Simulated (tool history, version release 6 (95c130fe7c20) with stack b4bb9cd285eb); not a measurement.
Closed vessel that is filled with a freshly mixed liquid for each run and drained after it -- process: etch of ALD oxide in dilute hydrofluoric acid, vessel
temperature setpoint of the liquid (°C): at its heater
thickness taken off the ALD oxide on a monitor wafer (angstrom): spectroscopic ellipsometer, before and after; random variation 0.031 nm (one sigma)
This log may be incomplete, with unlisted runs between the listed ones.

run	hour	temperature setpoint of the liquid (°C)	parts of water to one part of 49 % hydrofluoric acid (parts by volume)	time in the liquid (s)	thickness taken off the ALD oxide on a monitor wafer (angstrom)
1	0	21	220	30	35.948
2	6	21	170	30	49.088
3	7.3	21	140	30	60.929
4	13.3	21	175	30	46.766
5	18.9	21	175	30	47.049
6	27.6	21	210	30	37.858
7	33.7	22	205	30	40.253
8	40.6	23	195	30	44.464

The next listed run, before its measurement:
9	46.5	24	190	30	?

thickness taken off the ALD oxide on a monitor wafer (angstrom): 47.893
